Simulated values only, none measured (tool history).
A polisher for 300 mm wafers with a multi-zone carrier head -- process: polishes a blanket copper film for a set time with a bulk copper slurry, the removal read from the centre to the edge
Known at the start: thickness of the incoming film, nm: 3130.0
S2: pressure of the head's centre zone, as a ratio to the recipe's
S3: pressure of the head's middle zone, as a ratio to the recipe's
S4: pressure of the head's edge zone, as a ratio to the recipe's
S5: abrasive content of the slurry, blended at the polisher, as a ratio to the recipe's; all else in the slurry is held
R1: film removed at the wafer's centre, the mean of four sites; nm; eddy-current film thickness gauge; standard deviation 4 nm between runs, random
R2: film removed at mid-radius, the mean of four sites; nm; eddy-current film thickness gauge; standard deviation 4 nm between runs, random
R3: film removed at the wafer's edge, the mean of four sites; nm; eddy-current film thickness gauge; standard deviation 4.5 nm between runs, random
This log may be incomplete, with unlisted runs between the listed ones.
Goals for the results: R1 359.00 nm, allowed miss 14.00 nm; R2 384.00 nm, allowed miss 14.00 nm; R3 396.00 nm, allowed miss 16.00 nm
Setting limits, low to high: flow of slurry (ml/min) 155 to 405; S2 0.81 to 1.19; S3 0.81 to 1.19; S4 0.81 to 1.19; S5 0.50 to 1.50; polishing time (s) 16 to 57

{"run": 1, "hour": 0.0, "flow of slurry (ml/min)": 260, "S2": 1.0, "S3": 1.0, "S4": 1.0, "S5": 1.0, "polishing time (s)": 36, "R1": 459.42, "R2": 450.44, "R3": 468.86}
{"run": 2, "hour": 4.5, "flow of slurry (ml/min)": 260, "S2": 1.0, "S3": 1.04, "S4": 1.0, "S5": 1.0, "polishing time (s)": 36, "R1": 467.05, "R2": 456.16, "R3": 461.14}
{"run": 3, "hour": 13.4, "flow of slurry (ml/min)": 260, "S2": 1.0, "S3": 0.98, "S4": 1.0, "S5": 1.0, "polishing time (s)": 36, "R1": 460.38, "R2": 443.47, "R3": 466.34}
{"run": 4, "hour": 18.1, "flow of slurry (ml/min)": 260, "S2": 1.0, "S3": 0.98, "S4": 1.0, "S5": 1.0, "polishing time (s)": 43, "R1": 550.99, "R2": 523.58, "R3": 558.94}
{"run": 5, "hour": 23.9, "flow of slurry (ml/min)": 260, "S2": 1.0, "S3": 0.98, "S4": 1.0, "S5": 0.8, "polishing time (s)": 43, "R1": 525.46, "R2": 505.94, "R3": 527.4}
{"run": 6, "hour": 28.0, "flow of slurry (ml/min)": 260, "S2": 0.99, "S3": 0.97, "S4": 0.99, "S5": 0.75, "polishing time (s)": 42, "R1": 501.5, "R2": 481.67, "R3": 519.55}
{"run": 7, "hour": 36.1, "flow of slurry (ml/min)": 260, "S2": 0.98, "S3": 0.98, "S4": 0.98, "S5": 0.7, "polishing time (s)": 41, "R1": 476.5, "R2": 458.04, "R3": 486.11}
{"run": 8, "hour": 37.0, "flow of slurry (ml/min)": 260, "S2": 0.96, "S3": 0.98, "S4": 0.97, "S5": 0.7, "polishing time (s)": 41, "R1": 474.95, "R2": 465.15, "R3": 486.51}
{"run": 9, "hour": 44.6, "flow of slurry (ml/min)": 260, "S2": 0.96, "S3": 0.98, "S4": 0.97, "S5": 0.7, "polishing time (s)": 41, "R1": 477.57, "R2": 469.18, "R3": 480.87}
{"run": 10, "hour": 50.6, "flow of slurry (ml/min)": 255, "S2": 0.94, "S3": 0.97, "S4": 0.97, "S5": 0.7, "polishing time (s)": 40, "R1": 452.25, "R2": 447.49, "R3": 474.83}
{"run": 11, "hour": 55.6, "flow of slurry (ml/min)": 255, "S2": 0.93, "S3": 0.97, "S4": 0.96, "S5": 0.7, "polishing time (s)": 40, "R1": 438.47, "R2": 450.34, "R3": 471.85}
{"run": 12, "hour": 61.3, "flow of slurry (ml/min)": 255, "S2": 0.92, "S3": 0.97, "S4": 0.95, "S5": 0.7, "polishing time (s)": 40, "R1": 451.01, "R2": 450.32, "R3": 476.37}
{"run": 13, "hour": 65.0, "flow of slurry (ml/min)": 255, "S2": 0.91, "S3": 0.97, "S4": 0.95, "S5": 0.7, "polishing time (s)": 39, "R1": 425.06, "R2": 437.1, "R3": 462.61}
{"run": 14, "hour": 67.8, "flow of slurry (ml/min)": 255, "S2": 0.9, "S3": 0.97, "S4": 0.94, "S5": 0.7, "polishing time (s)": 39, "R1": 415.73, "R2": 439.56, "R3": 455.54}
{"run": 15, "hour": 69.2, "flow of slurry (ml/min)": 255, "S2": 0.9, "S3": 0.97, "S4": 0.93, "S5": 0.7, "polishing time (s)": 39, "R1": 415.38, "R2": 433.54, "R3": 455.81}
{"run": 16, "hour": 76.0, "flow of slurry (ml/min)": 255, "S2": 0.9, "S3": 0.97, "S4": 0.92, "S5": 0.7, "polishing time (s)": 39, "R1": 414.49, "R2": 433.65, "R3": 461.55}
{"run": 17, "hour": 77.0, "flow of slurry (ml/min)": 250, "S2": 0.89, "S3": 0.98, "S4": 0.92, "S5": 0.6, "polishing time (s)": 37, "R1": 379.12, "R2": 401.55, "R3": 416.37}
{"run": 18, "hour": 81.3, "flow of slurry (ml/min)": 245, "S2": 0.89, "S3": 0.98, "S4": 0.92, "S5": 0.6, "polishing time (s)": 37, "R1": 379.1, "R2": 409.44, "R3": 418.03}

5 next moves are on the table. One of them brings every result within its allowed miss. Which?
{"run": "A", "hour": 85.6, "flow of slurry (ml/min)": 280, "S2": 0.96, "S3": 1.18, "S4": 0.86, "S5": 0.55, "polishing time (s)": 35, "R1": "?", "R2": "?", "R3": "?"}
{"run": "B", "hour": 85.6, "flow of slurry (ml/min)": 290, "S2": 1.04, "S3": 1.16, "S4": 1.02, "S5": 0.6, "polishing time (s)": 35, "R1": "?", "R2": "?", "R3": "?"}
{"run": "C", "hour": 85.6, "flow of slurry (ml/min)": 325, "S2": 0.89, "S3": 0.98, "S4": 0.96, "S5": 0.55, "polishing time (s)": 35, "R1": "?", "R2": "?", "R3": "?"}
{"run": "D", "hour": 85.6, "flow of slurry (ml/min)": 235, "S2": 0.84, "S3": 0.84, "S4": 0.91, "S5": 0.65, "polishing time (s)": 40, "R1": "?", "R2": "?", "R3": "?"}
{"run": "E", "hour": 85.6, "flow of slurry (ml/min)": 235, "S2": 0.88, "S3": 1.18, "S4": 0.92, "S5": 0.5, "polishing time (s)": 36, "R1": "?", "R2": "?", "R3": "?"}

move=A R1=381.39 R2=447.48 R3=374.67
move=B R1=422.68 R2=450.41 R3=414.60
move=C R1=357.95 R2=386.94 R3=399.10
move=D R1=386.60 R2=391.58 R3=451.74
move=E R1=345.43 R2=443.46 R3=384.40
A: moves away from the targets compared with the last run
B: moves away from the targets compared with the last run
C: in spec on every target
D: the worst result of the last run now meets its target, but another is out of spec
E: moves away from the targets compared with the last run
C is the move that brings every result within its allowed miss.

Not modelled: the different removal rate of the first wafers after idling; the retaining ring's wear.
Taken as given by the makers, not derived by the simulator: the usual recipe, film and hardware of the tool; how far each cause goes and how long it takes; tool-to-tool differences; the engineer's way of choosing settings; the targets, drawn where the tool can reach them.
